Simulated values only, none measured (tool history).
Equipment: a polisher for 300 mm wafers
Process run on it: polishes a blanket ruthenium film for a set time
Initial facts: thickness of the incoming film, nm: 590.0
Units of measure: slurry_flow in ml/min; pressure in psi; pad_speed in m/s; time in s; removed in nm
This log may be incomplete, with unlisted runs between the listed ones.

run,hour,slurry_flow,pressure,pad_speed,time,removed
1,0,175,1.3,0.8,42,26.947
2,7.7,200,1.3,0.8,42,27.932
3,14.7,200,1,0.8,42,22.186
4,19.7,205,1.1,0.8,42,24.591
5,28,205,1.1,0.8,42,24.619
6,30.1,205,1.1,0.9,42,26.809
7,37,210,1.2,0.9,42,29.179

For run 8, what comes out?
8,38.1,215,1.2,0.9,42,?

Run 8 gave removed 28.847 nm.
